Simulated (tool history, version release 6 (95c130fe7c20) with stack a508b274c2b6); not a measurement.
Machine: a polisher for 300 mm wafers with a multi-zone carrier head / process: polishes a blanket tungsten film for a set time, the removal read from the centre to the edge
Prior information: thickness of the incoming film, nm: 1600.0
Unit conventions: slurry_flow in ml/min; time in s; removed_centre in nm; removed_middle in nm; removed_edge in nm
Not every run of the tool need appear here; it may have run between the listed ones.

run    day  slurry_flow  centre_zone  middle_zone  edge_zone  slurry_solids  time  removed_centre  removed_middle  removed_edge
  1  0.000          285         1.00         1.00       1.00            1.0    66          356.71          360.94        352.20
  2  0.250          285         1.00         1.06       1.00            1.0    66          355.67          377.54        350.78
  3  0.500          285         1.00         1.06       1.00            1.0    79          431.99          452.05        418.89
  4  0.696          245         1.00         1.06       1.00            1.0    79          423.72          445.39        422.52
  5  0.783          245         1.00         1.00       1.00            1.0    79          418.76          424.25        418.51
  6  1.125          245         1.00         1.00       0.93            1.0    79          421.94          426.17        407.77

Estimate the outcome of run 7 from the log above:
     1.350  -- edge zone pressure recalibrated
  7  1.350          245         1.00         0.98       0.92            0.9    73               ?               ?             ?

Logged for run 7: removed_centre 375.50 nm, removed_middle 373.82 nm, removed_edge 362.58 nm.

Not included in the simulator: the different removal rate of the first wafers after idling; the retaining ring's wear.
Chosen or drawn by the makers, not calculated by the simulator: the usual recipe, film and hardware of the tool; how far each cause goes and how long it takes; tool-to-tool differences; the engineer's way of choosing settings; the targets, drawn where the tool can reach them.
